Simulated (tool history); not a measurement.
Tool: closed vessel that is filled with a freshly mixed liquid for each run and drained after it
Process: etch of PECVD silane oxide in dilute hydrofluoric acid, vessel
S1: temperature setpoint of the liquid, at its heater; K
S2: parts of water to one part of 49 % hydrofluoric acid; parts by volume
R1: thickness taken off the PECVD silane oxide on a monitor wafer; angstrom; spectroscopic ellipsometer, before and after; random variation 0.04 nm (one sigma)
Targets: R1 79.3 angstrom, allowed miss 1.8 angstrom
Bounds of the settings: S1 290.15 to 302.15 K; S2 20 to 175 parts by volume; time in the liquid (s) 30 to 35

Run 1, hour 0: S1 294.15 K, S2 95 parts by volume, time in the liquid (s) 35. Result: R1 43.229 angstrom.
Run 2, hour 3.7: S1 295.65 K, S2 90 parts by volume, time in the liquid (s) 35. Result: R1 48.575 angstrom.
Run 3, hour 11.2: S1 296.65 K, S2 85 parts by volume, time in the liquid (s) 35. Result: R1 53.651 angstrom.
Run 4, hour 16.7: S1 299.65 K, S2 85 parts by volume, time in the liquid (s) 35. Result: R1 60.796 angstrom.
Run 5, hour 24.2: S1 300.15 K, S2 80 parts by volume, time in the liquid (s) 35. Result: R1 66.386 angstrom.
Run 6, hour 29.1: S1 302.15 K, S2 80 parts by volume, time in the liquid (s) 35. Result: R1 72.116 angstrom.
Run 7, hour 33.7: S1 302.15 K, S2 75 parts by volume, time in the liquid (s) 35. Result: R1 76.519 angstrom.
Run 8, hour 36.7: S1 302.15 K, S2 70 parts by volume, time in the liquid (s) 35. Result: R1 82.807 angstrom.

4 next moves are on the table. One of them brings every result within its allowed miss. Which?
Run A, hour 39.7: S1 300.65 K, S2 65 parts by volume, time in the liquid (s) 35. Result: R1 ?.
Run B, hour 39.7: S1 300.65 K, S2 55 parts by volume, time in the liquid (s) 30. Result: R1 ?.
Run C, hour 39.7: S1 302.15 K, S2 65 parts by volume, time in the liquid (s) 35. Result: R1 ?.
Run D, hour 39.7: S1 300.65 K, S2 60 parts by volume, time in the liquid (s) 30. Result: R1 ?.

move      R1
   A  85.438
   B  87.726
   C  90.716
   D  79.872
A: further off than the last run
B: further off than the last run
C: further off than the last run
D: meets every target
Move D is the one to make.

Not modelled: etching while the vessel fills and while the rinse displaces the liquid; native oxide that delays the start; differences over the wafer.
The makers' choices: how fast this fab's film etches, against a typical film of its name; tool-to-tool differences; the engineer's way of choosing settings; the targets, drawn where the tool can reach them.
